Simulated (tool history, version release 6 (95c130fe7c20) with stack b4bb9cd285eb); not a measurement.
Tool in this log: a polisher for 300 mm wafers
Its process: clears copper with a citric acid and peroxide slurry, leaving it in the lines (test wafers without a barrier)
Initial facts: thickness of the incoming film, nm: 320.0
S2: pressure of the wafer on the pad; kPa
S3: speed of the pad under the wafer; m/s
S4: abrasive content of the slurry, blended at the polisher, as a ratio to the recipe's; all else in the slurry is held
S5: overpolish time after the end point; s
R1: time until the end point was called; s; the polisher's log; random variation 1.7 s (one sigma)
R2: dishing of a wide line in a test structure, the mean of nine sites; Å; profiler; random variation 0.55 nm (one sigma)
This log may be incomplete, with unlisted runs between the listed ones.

{"run": 1, "hour": 0.0, "flow of slurry (ml/min)": 185, "S2": 25.5, "S3": 0.88, "S4": 1, "S5": 29, "R1": 155.23, "R2": 388.94}
{"run": 2, "hour": 8.9, "flow of slurry (ml/min)": 185, "S2": 25.5, "S3": 0.68, "S4": 1, "S5": 29, "R1": 187.98, "R2": 338.15}
{"run": 3, "hour": 12.0, "flow of slurry (ml/min)": 185, "S2": 26.2, "S3": 0.68, "S4": 1, "S5": 27, "R1": 180.05, "R2": 330.26}
{"run": 4, "hour": 12.8, "flow of slurry (ml/min)": 185, "S2": 31.7, "S3": 0.68, "S4": 1, "S5": 27, "R1": 150.58, "R2": 374.37}
{"run": 5, "hour": 21.0, "flow of slurry (ml/min)": 185, "S2": 26.2, "S3": 0.68, "S4": 1, "S5": 27, "R1": 180.89, "R2": 323.39}
{"run": 6, "hour": 28.7, "flow of slurry (ml/min)": 185, "S2": 26.9, "S3": 0.68, "S4": 1, "S5": 26, "R1": 175.76, "R2": 329.82}
{"run": 7, "hour": 33.1, "flow of slurry (ml/min)": 185, "S2": 27.6, "S3": 0.68, "S4": 1, "S5": 25, "R1": 173.12, "R2": 320.98}

Run 8, settings as shown, results not yet in. Your forecast:
{"run": 8, "hour": 35.4, "flow of slurry (ml/min)": 185, "S2": 28.3, "S3": 0.68, "S4": 1, "S5": 24, "R1": "?", "R2": "?"}

R1: 168.73 s
R2: 312.31 Å
